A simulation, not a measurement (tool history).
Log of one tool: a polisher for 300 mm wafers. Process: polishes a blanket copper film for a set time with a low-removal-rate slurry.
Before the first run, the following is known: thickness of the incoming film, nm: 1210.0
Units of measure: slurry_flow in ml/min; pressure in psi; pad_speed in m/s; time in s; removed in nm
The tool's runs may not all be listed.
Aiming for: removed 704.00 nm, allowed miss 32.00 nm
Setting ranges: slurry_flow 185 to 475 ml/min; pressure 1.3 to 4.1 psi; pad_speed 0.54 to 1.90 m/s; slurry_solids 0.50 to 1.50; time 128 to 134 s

| run | hour | slurry_flow | pressure | pad_speed | slurry_solids | time | removed |
|---|---|---|---|---|---|---|---|
| 1 | 0.0 | 305 | 2.7 | 1.22 | 1.00 | 128 | 459.04 |
| 2 | 5.9 | 305 | 3.0 | 1.24 | 1.00 | 128 | 489.78 |
| 3 | 11.6 | 305 | 3.2 | 1.24 | 1.00 | 128 | 532.54 |
| 4 | 18.0 | 305 | 3.4 | 1.26 | 1.00 | 128 | 569.18 |
| 5 | 20.0 | 370 | 3.4 | 1.26 | 1.00 | 128 | 571.00 |
| 6 | 23.9 | 370 | 3.6 | 1.26 | 1.00 | 128 | 614.33 |
| 7 | 26.0 | 370 | 3.7 | 1.26 | 1.00 | 128 | 628.22 |
| 8 | 26.9 | 370 | 3.8 | 1.26 | 1.00 | 128 | 641.39 |
| 9 | 30.3 | 370 | 3.9 | 1.26 | 1.00 | 128 | 644.33 |
| 10 | 34.4 | 370 | 3.9 | 1.28 | 1.00 | 128 | 651.98 |
| 11 | 39.2 | 370 | 3.9 | 1.28 | 1.00 | 128 | 660.50 |

Next run, 4 choices. One meets every target within its allowed miss, the rest don't. Which?
| A | 44.0 | 320 | 3.5 | 1.40 | 1.00 | 128 | ? |
| B | 44.0 | 375 | 3.8 | 1.38 | 0.90 | 131 | ? |
| C | 44.0 | 420 | 3.8 | 1.16 | 0.85 | 131 | ? |
| D | 44.0 | 475 | 3.8 | 1.30 | 0.85 | 128 | ? |

| move | removed |
|---|---|
| A | 637.84 |
| B | 681.46 |
| C | 571.78 |
| D | 628.84 |
A: moves away from the targets compared with the last run
B: meets every target
C: moves away from the targets compared with the last run
D: moves away from the targets compared with the last run
B is the move that brings every result within its allowed miss.
